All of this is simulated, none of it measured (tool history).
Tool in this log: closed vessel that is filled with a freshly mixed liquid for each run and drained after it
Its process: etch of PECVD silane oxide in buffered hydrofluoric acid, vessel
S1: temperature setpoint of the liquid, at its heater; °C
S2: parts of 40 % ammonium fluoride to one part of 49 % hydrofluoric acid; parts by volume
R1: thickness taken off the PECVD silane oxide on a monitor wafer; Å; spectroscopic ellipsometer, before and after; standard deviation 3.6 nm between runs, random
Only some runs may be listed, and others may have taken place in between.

{"run": 1, "hour": 0.0, "S1": 23, "S2": 7.5, "time in the liquid (s)": 95, "R1": 5662.3}
{"run": 2, "hour": 4.5, "S1": 23, "S2": 7.5, "time in the liquid (s)": 105, "R1": 6237.6}
{"run": 3, "hour": 13.1, "S1": 24, "S2": 7.5, "time in the liquid (s)": 105, "R1": 6657}
{"run": 4, "hour": 17.3, "S1": 24, "S2": 7.5, "time in the liquid (s)": 95, "R1": 5942.6}
{"run": 5, "hour": 22.8, "S1": 24, "S2": 7.5, "time in the liquid (s)": 95, "R1": 5994.9}
{"run": 6, "hour": 26.4, "S1": 25, "S2": 7.5, "time in the liquid (s)": 95, "R1": 6335.4}
{"run": 7, "hour": 34.8, "S1": 25.5, "S2": 7.5, "time in the liquid (s)": 95, "R1": 6492.8}
{"run": 8, "hour": 38.7, "S1": 26, "S2": 7.5, "time in the liquid (s)": 95, "R1": 6649.5}
{"run": 9, "hour": 44.3, "S1": 26.5, "S2": 7.5, "time in the liquid (s)": 95, "R1": 6819.8}
{"run": 10, "hour": 51.4, "S1": 27, "S2": 7.5, "time in the liquid (s)": 95, "R1": 7042.1}

Run 11 has not been measured yet. What should we expect?
{"run": 11, "hour": 52.4, "S1": 27, "S2": 7.5, "time in the liquid (s)": 95, "R1": "?"}

R1: 6983.9 Å

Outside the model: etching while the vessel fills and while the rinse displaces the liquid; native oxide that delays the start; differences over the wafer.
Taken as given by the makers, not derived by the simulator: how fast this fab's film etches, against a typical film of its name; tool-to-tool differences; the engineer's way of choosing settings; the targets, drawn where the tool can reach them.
